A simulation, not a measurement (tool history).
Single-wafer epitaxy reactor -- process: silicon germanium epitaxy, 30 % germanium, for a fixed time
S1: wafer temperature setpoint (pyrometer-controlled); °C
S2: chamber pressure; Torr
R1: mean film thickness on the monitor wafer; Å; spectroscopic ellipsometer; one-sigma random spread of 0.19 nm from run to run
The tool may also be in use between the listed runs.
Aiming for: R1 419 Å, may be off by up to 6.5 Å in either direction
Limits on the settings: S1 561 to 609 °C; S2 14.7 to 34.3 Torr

run	hour	S1	S2	R1
1	0	585	24.5	533.56
2	5.8	595	24.5	651.31
3	10.3	590	24.4	586.14
4	14.2	586	24.3	539.84
5	16.5	578	24.3	458.55
6	21.1	577	24.3	451.84
7	25	576	24.3	442.83
8	31.6	575	24.3	434.72

Exactly one of the 5 candidate moves below puts every result within its allowed miss. Which one?
A	38.2	575	25.2	?
B	38.2	576	23	?
C	38.2	574	26.1	?
D	38.2	579	21.1	?
E	38.2	571	26.2	?

move	R1
A	442.84
B	429.45
C	442.27
D	434.13
E	416.66
A: lands further from the targets than the last run did
B: better than the last run, though not everything is in spec
C: lands further from the targets than the last run did
D: just as far off the targets as the last run
E: all results land within tolerance of their targets
Go with E: it meets all targets.

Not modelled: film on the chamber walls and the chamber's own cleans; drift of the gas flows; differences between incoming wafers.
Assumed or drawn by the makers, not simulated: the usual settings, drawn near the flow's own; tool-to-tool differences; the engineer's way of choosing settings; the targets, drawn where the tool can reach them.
